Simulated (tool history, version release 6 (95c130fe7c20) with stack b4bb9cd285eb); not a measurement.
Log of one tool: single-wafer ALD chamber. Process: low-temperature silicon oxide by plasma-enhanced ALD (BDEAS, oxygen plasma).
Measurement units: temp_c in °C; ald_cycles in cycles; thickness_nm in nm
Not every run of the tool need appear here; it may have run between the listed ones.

{"run": 1, "hour": 0.0, "temp_c": 100, "ald_cycles": 27, "thickness_nm": 4.1494}
{"run": 2, "hour": 8.2, "temp_c": 99, "ald_cycles": 28, "thickness_nm": 4.3112}
{"run": 3, "hour": 11.8, "temp_c": 93, "ald_cycles": 28, "thickness_nm": 4.402}
{"run": 4, "hour": 17.3, "temp_c": 92, "ald_cycles": 28, "thickness_nm": 4.3911}
{"run": 5, "hour": 24.3, "temp_c": 99, "ald_cycles": 28, "thickness_nm": 4.2833}
{"run": 6, "hour": 29.6, "temp_c": 97, "ald_cycles": 28, "thickness_nm": 4.3354}
{"run": 7, "hour": 35.1, "temp_c": 96, "ald_cycles": 28, "thickness_nm": 4.3571}
{"run": 8, "hour": 42.4, "temp_c": 95, "ald_cycles": 28, "thickness_nm": 4.3417}

Run 9 comes next. What will it give?
{"run": 9, "hour": 50.4, "temp_c": 94, "ald_cycles": 28, "thickness_nm": "?"}

{"run 9": {"thickness_nm": 4.4083}}
